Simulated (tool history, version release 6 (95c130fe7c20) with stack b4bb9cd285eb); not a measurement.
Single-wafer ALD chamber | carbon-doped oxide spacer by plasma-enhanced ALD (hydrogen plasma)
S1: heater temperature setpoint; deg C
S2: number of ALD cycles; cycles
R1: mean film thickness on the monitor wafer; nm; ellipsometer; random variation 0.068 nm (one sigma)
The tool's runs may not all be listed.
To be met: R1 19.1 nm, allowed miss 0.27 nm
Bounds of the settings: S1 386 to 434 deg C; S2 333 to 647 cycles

| run | hour | S1 | S2 | R1 |
|---|---|---|---|---|
| 1 | 0 | 410 | 490 | 25.207 |
| 2 | 7.5 | 410 | 459 | 23.808 |
| 3 | 9 | 417 | 459 | 23.135 |
| 4 | 9.8 | 419 | 451 | 22.57 |
| 5 | 14.9 | 419 | 501 | 25.102 |
| 6 | 19.9 | 420 | 488 | 24.257 |
| 7 | 22 | 421 | 477 | 23.752 |
| 8 | 24.1 | 422 | 467 | 23.26 |

Which of these 5 next moves meets every target?
| A | 26.2 | 409 | 342 | ? |
| B | 26.2 | 432 | 415 | ? |
| C | 26.2 | 430 | 391 | ? |
| D | 26.2 | 428 | 511 | ? |
| E | 26.2 | 418 | 364 | ? |

| move | R1 |
|---|---|
| A | 17.6 |
| B | 20.023 |
| C | 18.975 |
| D | 24.941 |
| E | 18.274 |
A: takes the result that was furthest off past its target
B: nearer than the last run, and not there yet
C: meets every target
D: further off than the last run
E: takes the result that was furthest off past its target
The right move is C.
